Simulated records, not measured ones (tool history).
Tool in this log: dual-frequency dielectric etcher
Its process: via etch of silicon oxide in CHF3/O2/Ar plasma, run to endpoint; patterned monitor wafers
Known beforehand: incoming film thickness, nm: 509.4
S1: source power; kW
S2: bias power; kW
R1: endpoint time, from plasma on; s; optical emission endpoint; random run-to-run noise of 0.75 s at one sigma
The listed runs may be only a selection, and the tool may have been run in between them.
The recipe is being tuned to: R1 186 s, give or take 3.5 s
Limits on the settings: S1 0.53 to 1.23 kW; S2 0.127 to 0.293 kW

run  hour    S1     S2      R1
  1     0  0.88   0.21  205.22
  2   8.9  0.72   0.21  218.44
  3  11.9  0.77  0.213  212.97
  4  16.4   0.7  0.213  218.95
  5  19.1  0.75  0.216  215.28
  6  24.4   0.8  0.219  208.99
  7  27.6  0.84  0.221  205.47
  8  35.7  1.02  0.234  189.56

Below are 5 possible settings for the next run. Only one of them brings all results inside the allowed miss of their targets. Which is it?
  A  43.8  0.92  0.242   ?
  B  43.8  1.03  0.251   ?
  C  43.8  1.02  0.218   ?
  D  43.8  0.99  0.213   ?
  E  43.8   1.1  0.199   ?

move      R1
   A   194.9
   B     186
   C  193.82
   D  196.92
   E  193.51
A: moves away from the targets compared with the last run
B: all results in spec
C: moves away from the targets compared with the last run
D: moves away from the targets compared with the last run
E: moves away from the targets compared with the last run
Answer: B
